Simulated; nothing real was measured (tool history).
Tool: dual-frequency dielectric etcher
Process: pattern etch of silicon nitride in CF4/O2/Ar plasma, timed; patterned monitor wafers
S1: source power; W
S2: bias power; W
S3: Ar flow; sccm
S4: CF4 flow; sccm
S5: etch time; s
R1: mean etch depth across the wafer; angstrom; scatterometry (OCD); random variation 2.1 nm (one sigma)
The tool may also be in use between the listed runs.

Run 1, hour 0: S1 600 W, S2 42 W, S3 102 sccm, S4 105 sccm, S5 342.5 s. Result: R1 7298.4 angstrom.
Run 2, hour 0.6: S1 550 W, S2 42 W, S3 102 sccm, S4 105 sccm, S5 342.5 s. Result: R1 6875.2 angstrom.
Run 3, hour 6: S1 550 W, S2 42 W, S3 102 sccm, S4 105 sccm, S5 317 s. Result: R1 6384.5 angstrom.
Run 4, hour 6.7: S1 530 W, S2 42 W, S3 102 sccm, S4 105 sccm, S5 317 s. Result: R1 6221.1 angstrom.
Run 5, hour 8: S1 610 W, S2 42 W, S3 102 sccm, S4 105 sccm, S5 317 s. Result: R1 6820.4 angstrom.
Run 6, hour 8.8: S1 610 W, S2 47 W, S3 102 sccm, S4 105 sccm, S5 317 s. Result: R1 7080 angstrom.
Run 7, hour 11: S1 570 W, S2 47 W, S3 102 sccm, S4 105 sccm, S5 317 s. Result: R1 6771 angstrom.
Run 8, hour 18.9: S1 530 W, S2 47 W, S3 102 sccm, S4 105 sccm, S5 317 s. Result: R1 6478.4 angstrom.

Run 9 comes next. What will it give?
Run 9, hour 24.6: S1 500 W, S2 47 W, S3 102 sccm, S4 105 sccm, S5 317 s. Result: R1 ?.

Run 9 gave R1 6263.6 angstrom.
